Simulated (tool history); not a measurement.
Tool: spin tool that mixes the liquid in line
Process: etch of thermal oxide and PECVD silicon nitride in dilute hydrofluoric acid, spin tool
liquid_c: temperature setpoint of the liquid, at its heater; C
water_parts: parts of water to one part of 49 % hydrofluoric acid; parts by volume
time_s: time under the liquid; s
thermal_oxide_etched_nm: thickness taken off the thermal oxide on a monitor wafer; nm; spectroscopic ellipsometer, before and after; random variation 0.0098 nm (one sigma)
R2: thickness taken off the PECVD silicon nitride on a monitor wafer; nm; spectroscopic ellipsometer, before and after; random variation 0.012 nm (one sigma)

run 1 hour=0.0 | liquid_c=23.0 water_parts=130 time_s=135 | thermal_oxide_etched_nm=3.9239 R2=1.87330
run 2 hour=5.0 | liquid_c=26.5 water_parts=130 time_s=135 | thermal_oxide_etched_nm=4.4405 R2=2.41500
run 3 hour=10.6 | liquid_c=26.5 water_parts=130 time_s=115 | thermal_oxide_etched_nm=3.8091 R2=2.04090
run 4 hour=18.4 | liquid_c=26.5 water_parts=145 time_s=110 | thermal_oxide_etched_nm=3.2362 R2=1.73550
run 5 hour=25.3 | liquid_c=26.5 water_parts=100 time_s=110 | thermal_oxide_etched_nm=4.9612 R2=2.46090
run 6 hour=33.5 | liquid_c=26.0 water_parts=120 time_s=105 | thermal_oxide_etched_nm=3.7748 R2=1.92150
run 7 hour=38.0 | liquid_c=26.0 water_parts=135 time_s=100 | thermal_oxide_etched_nm=3.0738 R2=1.63280
run 8 hour=40.3 | liquid_c=25.5 water_parts=150 time_s=100 | thermal_oxide_etched_nm=2.7258 R2=1.46130
run 9 hour=47.5 | liquid_c=25.5 water_parts=200 time_s=55 | thermal_oxide_etched_nm=1.0540 R2=0.58865
run 10 hour=49.4 | liquid_c=29.0 water_parts=215 time_s=60 | thermal_oxide_etched_nm=1.2030 R2=0.74116
run 11 hour=53.4 | liquid_c=28.5 water_parts=220 time_s=60 | thermal_oxide_etched_nm=1.1395 R2=0.70031

The next listed run, before its measurement:
run 12 hour=61.8 | liquid_c=28.0 water_parts=225 time_s=60 | thermal_oxide_etched_nm=? R2=?

{"run 12": {"thermal_oxide_etched_nm": 1.1066, "R2": 0.68115}}

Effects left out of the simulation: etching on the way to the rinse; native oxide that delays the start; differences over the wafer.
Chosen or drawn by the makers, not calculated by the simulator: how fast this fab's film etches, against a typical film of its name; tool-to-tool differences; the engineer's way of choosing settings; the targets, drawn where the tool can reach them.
